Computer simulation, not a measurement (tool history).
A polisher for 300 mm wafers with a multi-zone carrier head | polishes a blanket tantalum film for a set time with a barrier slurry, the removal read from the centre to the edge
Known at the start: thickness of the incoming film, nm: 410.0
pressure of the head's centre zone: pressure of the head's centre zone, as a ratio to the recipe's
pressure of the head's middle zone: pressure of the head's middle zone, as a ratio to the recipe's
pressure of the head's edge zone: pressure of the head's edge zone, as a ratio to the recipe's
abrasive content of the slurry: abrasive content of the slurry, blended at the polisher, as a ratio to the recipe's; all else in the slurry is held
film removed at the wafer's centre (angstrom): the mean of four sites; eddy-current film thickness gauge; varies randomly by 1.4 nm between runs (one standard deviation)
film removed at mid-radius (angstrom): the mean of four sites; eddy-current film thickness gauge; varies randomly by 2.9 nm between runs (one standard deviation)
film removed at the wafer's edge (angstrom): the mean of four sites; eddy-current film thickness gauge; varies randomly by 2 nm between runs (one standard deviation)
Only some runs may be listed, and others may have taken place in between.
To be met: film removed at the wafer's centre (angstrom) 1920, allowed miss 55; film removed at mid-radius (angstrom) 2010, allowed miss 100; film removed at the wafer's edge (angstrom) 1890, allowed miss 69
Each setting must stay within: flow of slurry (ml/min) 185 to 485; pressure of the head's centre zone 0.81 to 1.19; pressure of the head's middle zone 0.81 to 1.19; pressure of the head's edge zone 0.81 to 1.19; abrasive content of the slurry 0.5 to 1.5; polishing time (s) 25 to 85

run,day,flow of slurry (ml/min),pressure of the head's centre zone,pressure of the head's middle zone,pressure of the head's edge zone,abrasive content of the slurry,polishing time (s),film removed at the wafer's centre (angstrom),film removed at mid-radius (angstrom),film removed at the wafer's edge (angstrom)
1,0,310,1,1,1,1,55,1361.6,1320.7,1405.5
2,0.108,310,1,1,1,0.85,55,1329.1,1243.4,1320.5
3,0.417,310,1,1,1.06,0.85,55,1320.4,1304,1377.9
4,0.446,310,1,1,0.99,0.85,55,1328.8,1303.8,1334.8
5,0.521,320,1.02,1.05,0.98,1,58,1483.3,1436.3,1457.5
6,0.717,325,1.02,1.09,0.97,1.15,60,1589.8,1643.9,1541
7,0.825,325,1.04,1.1,1.01,1.25,61,1692.8,1730.3,1632.7
8,1.112,330,1.05,1.11,1.04,1.3,62,1749.5,1730.8,1689.6
9,1.217,330,1.05,1.12,1.04,1.35,63,1779.1,1797.9,1766.2
10,1.4,330,1.05,1.12,1.04,1.35,63,1770.5,1814.1,1750.4
11,1.467,335,1.06,1.13,1.05,1.4,64,1863.2,1852.5,1790.4

Which one of the following 5 next-run settings gets every result inside its allowed miss? There is exactly one.
A,1.533,385,1.01,0.96,1.17,1.5,63,?,?,?
B,1.533,470,1.15,1.11,1.09,1.2,58,?,?,?
C,1.533,330,1.09,1.08,1.02,1.45,64,?,?,?
D,1.533,375,1.04,1.15,1.04,1.4,67,?,?,?
E,1.533,305,1.18,1.02,1.13,1.5,58,?,?,?

move,film removed at the wafer's centre (angstrom),film removed at mid-radius (angstrom),film removed at the wafer's edge (angstrom)
A,1789.1,1675.6,1915.5
B,1820.2,1671.6,1637
C,1922.8,1829.7,1782.8
D,1930.4,2022.2,1885.1
E,1883.6,1582.7,1703.5
A: further off than the last run
B: further off than the last run
C: further off than the last run
D: in spec on every target
E: further off than the last run
Answer: D

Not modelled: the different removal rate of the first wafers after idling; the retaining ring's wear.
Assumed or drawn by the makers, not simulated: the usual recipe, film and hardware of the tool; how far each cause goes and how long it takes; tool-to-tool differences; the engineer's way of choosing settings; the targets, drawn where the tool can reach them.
